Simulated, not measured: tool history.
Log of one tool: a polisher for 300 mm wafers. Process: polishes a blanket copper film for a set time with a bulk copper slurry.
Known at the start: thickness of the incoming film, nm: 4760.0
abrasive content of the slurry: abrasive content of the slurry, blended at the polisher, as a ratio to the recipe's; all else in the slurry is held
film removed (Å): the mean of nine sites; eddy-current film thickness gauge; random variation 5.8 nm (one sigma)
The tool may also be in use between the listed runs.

run  hour  flow of slurry (ml/min)  pressure of the wafer on the pad (kPa)  speed of the pad under the wafer (cm/s)  abrasive content of the slurry  polishing time (s)  film removed (Å)
  1     0                      150                                    14.5                                      136                               1                  53            4477.1
  2     3                      155                                    15.2                                      136                               1                  53            4551.9
  3   6.1                      155                                    12.4                                      136                               1                  53            4016.7
  4  13.2                      155                                    14.5                                      136                               1                  53            4494.4
  5  22.2                      160                                    15.2                                      136                               1                  53            4601.7
  6  28.7                      160                                    15.9                                      136                               1                  53            4733.3
  7  29.7                      160                                    16.5                                      136                               1                  53            4944.5
  8  35.5                      160                                    17.2                                      136                               1                  53            5015.2
  9  40.5                      160                                    17.9                                      136                               1                  53            5111.6
 10  42.1                      160                                    17.9                                      136                               1                  53            5204.4

Forecast run 11:
 11  45.5                      160                                    18.6                                      136                               1                  53                 ?

Run 11 gave film removed (Å) 5300.4.
